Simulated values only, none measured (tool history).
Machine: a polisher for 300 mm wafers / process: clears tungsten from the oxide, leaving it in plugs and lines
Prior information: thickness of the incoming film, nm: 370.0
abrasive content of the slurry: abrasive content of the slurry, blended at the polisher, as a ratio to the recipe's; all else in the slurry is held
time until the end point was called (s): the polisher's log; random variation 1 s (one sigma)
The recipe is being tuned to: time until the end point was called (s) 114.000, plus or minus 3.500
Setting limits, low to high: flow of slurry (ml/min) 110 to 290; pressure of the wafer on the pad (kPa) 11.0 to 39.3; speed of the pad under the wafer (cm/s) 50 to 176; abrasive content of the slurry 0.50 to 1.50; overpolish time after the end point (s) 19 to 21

| run | day | flow of slurry (ml/min) | pressure of the wafer on the pad (kPa) | speed of the pad under the wafer (cm/s) | abrasive content of the slurry | overpolish time after the end point (s) | time until the end point was called (s) |
|---|---|---|---|---|---|---|---|
| 1 | 0.000 | 185 | 24.8 | 112 | 1.00 | 19 | 92.495 |
| 2 | 0.025 | 185 | 24.8 | 112 | 1.20 | 19 | 86.536 |
| 3 | 0.075 | 180 | 22.8 | 112 | 1.20 | 19 | 95.255 |
| 4 | 0.254 | 175 | 21.4 | 112 | 1.20 | 19 | 101.800 |
| 5 | 0.283 | 175 | 21.4 | 112 | 1.20 | 19 | 101.350 |
| 6 | 0.550 | 175 | 21.4 | 112 | 1.20 | 21 | 101.850 |
|  | 0.712 | slurry tank refilled with fresh slurry and peroxide |
| 7 | 0.712 | 170 | 20.7 | 112 | 1.20 | 21 | 96.696 |
| 8 | 1.058 | 200 | 15.2 | 112 | 1.20 | 21 | 126.970 |
| 9 | 1.338 | 200 | 15.9 | 112 | 1.20 | 21 | 121.380 |

Which of these 5 next moves meets every target?
| A | 1.617 | 195 | 13.8 | 120 | 1.25 | 20 | ? |
| B | 1.617 | 185 | 15.2 | 114 | 1.15 | 20 | ? |
| C | 1.617 | 130 | 21.4 | 98 | 1.45 | 21 | ? |
| D | 1.617 | 180 | 19.3 | 104 | 1.10 | 21 | ? |
| E | 1.617 | 195 | 15.9 | 108 | 1.25 | 21 | ? |

| move | time until the end point was called (s) |
|---|---|
| A | 128.720 |
| B | 127.400 |
| C | 104.980 |
| D | 112.370 |
| E | 124.840 |
A: moves away from the targets compared with the last run
B: moves away from the targets compared with the last run
C: pushes the last run's worst result past its target
D: all results land within tolerance of their targets
E: moves away from the targets compared with the last run
Correct choice: D, which meets every target
